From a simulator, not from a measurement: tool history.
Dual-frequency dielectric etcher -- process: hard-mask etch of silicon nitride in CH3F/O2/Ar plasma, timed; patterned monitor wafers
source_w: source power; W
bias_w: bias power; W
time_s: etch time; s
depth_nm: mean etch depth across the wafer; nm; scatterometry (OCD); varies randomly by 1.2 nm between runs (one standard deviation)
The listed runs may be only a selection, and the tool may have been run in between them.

| run | hour | source_w | bias_w | time_s | depth_nm |
|---|---|---|---|---|---|
| 1 | 0 | 460 | 87 | 275 | 236.04 |
| 2 | 2.2 | 460 | 77 | 275 | 229.62 |
| 3 | 9.2 | 460 | 68 | 275 | 225.4 |
| 4 | 12.9 | 460 | 68 | 286.5 | 231.6 |
| 5 | 20.9 | 430 | 65 | 284.5 | 220.48 |
| 6 | 28.7 | 410 | 64 | 284.5 | 215.46 |

Run 7, settings as shown, results not yet in. Your forecast:
| 7 | 35.5 | 390 | 63 | 284 | ? |

{"run 7": {"depth_nm": 208.65}}

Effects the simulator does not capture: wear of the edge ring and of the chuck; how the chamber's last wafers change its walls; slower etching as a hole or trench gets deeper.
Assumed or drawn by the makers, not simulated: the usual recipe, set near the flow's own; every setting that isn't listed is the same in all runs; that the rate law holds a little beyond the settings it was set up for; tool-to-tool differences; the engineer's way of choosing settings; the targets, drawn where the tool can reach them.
